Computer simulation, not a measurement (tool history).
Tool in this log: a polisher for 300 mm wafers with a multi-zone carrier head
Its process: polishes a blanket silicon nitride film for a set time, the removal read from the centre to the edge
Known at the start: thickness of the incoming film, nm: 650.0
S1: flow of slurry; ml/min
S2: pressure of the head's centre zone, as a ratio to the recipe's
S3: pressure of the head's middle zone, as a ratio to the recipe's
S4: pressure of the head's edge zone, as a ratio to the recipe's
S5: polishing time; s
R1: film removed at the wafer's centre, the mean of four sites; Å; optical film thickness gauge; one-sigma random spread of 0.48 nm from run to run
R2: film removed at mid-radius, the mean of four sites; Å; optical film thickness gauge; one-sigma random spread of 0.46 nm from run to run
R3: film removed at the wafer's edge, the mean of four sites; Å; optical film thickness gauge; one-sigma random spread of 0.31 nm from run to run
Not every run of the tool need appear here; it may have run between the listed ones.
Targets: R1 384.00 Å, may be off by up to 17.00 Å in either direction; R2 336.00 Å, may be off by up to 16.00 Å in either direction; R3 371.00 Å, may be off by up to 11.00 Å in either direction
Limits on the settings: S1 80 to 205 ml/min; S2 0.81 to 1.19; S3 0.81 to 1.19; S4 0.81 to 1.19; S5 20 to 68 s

{"run": 1, "day": 0.0, "S1": 135, "S2": 1.0, "S3": 1.0, "S4": 1.0, "S5": 44, "R1": 715.42, "R2": 727.65, "R3": 726.9}
{"run": 2, "day": 0.175, "S1": 135, "S2": 1.0, "S3": 1.0, "S4": 1.08, "S5": 44, "R1": 721.52, "R2": 750.55, "R3": 753.67}
{"run": 3, "day": 0.4, "S1": 120, "S2": 1.01, "S3": 0.97, "S4": 1.02, "S5": 38, "R1": 606.45, "R2": 602.33, "R3": 621.77}
{"run": 4, "day": 0.65, "S1": 120, "S2": 1.01, "S3": 0.97, "S4": 1.05, "S5": 38, "R1": 618.55, "R2": 605.69, "R3": 640.11}
{"run": 5, "day": 0.75, "S1": 100, "S2": 1.01, "S3": 0.97, "S4": 1.05, "S5": 38, "R1": 574.53, "R2": 574.55, "R3": 605.66}
{"run": 6, "day": 0.792, "S1": 100, "S2": 1.01, "S3": 1.05, "S4": 1.05, "S5": 38, "R1": 578.58, "R2": 621.34, "R3": 610.88}
{"run": 7, "day": 0.875, "S1": 95, "S2": 1.02, "S3": 1.01, "S4": 1.01, "S5": 33, "R1": 486.6, "R2": 506.42, "R3": 502.55}
{"run": 8, "day": 0.967, "S1": 90, "S2": 1.02, "S3": 0.96, "S4": 0.97, "S5": 31, "R1": 460.01, "R2": 441.28, "R3": 467.06}
{"run": 9, "day": 1.058, "S1": 90, "S2": 1.02, "S3": 0.94, "S4": 0.94, "S5": 30, "R1": 441.05, "R2": 436.36, "R3": 449.83}
{"run": 10, "day": 1.188, "S1": 90, "S2": 1.03, "S3": 0.91, "S4": 0.92, "S5": 28, "R1": 409.62, "R2": 378.57, "R3": 413.08}
{"run": 11, "day": 1.454, "S1": 90, "S2": 1.04, "S3": 0.9, "S4": 0.9, "S5": 28, "R1": 418.86, "R2": 387.82, "R3": 409.56}
{"run": 12, "day": 1.546, "S1": 90, "S2": 1.04, "S3": 0.88, "S4": 0.89, "S5": 28, "R1": 416.99, "R2": 383.67, "R3": 406.46}

Pick the move, out of 5, that brings all results within their allowed miss; only one does.
{"run": "A", "day": 1.638, "S1": 80, "S2": 1.04, "S3": 0.84, "S4": 0.99, "S5": 27, "R1": "?", "R2": "?", "R3": "?"}
{"run": "B", "day": 1.638, "S1": 90, "S2": 1.11, "S3": 0.91, "S4": 1.0, "S5": 24, "R1": "?", "R2": "?", "R3": "?"}
{"run": "C", "day": 1.638, "S1": 85, "S2": 1.16, "S3": 0.86, "S4": 0.92, "S5": 27, "R1": "?", "R2": "?", "R3": "?"}
{"run": "D", "day": 1.638, "S1": 110, "S2": 1.08, "S3": 0.81, "S4": 0.85, "S5": 25, "R1": "?", "R2": "?", "R3": "?"}
{"run": "E", "day": 1.638, "S1": 90, "S2": 1.02, "S3": 0.82, "S4": 0.99, "S5": 26, "R1": "?", "R2": "?", "R3": "?"}

move=A R1=385.08 R2=344.46 R3=393.61
move=B R1=386.54 R2=342.86 R3=362.15
move=C R1=442.83 R2=359.98 R3=386.31
move=D R1=422.69 R2=346.98 R3=366.24
move=E R1=384.32 R2=341.06 R3=390.90
A: nearer the targets than the last run, but a result is still out of spec
B: each result inside its tolerance
C: the biggest miss grows against the last run
D: corrects the largest miss of the last run, while another result sits out of spec
E: nearer the targets than the last run, but a result is still out of spec
B meets every target.
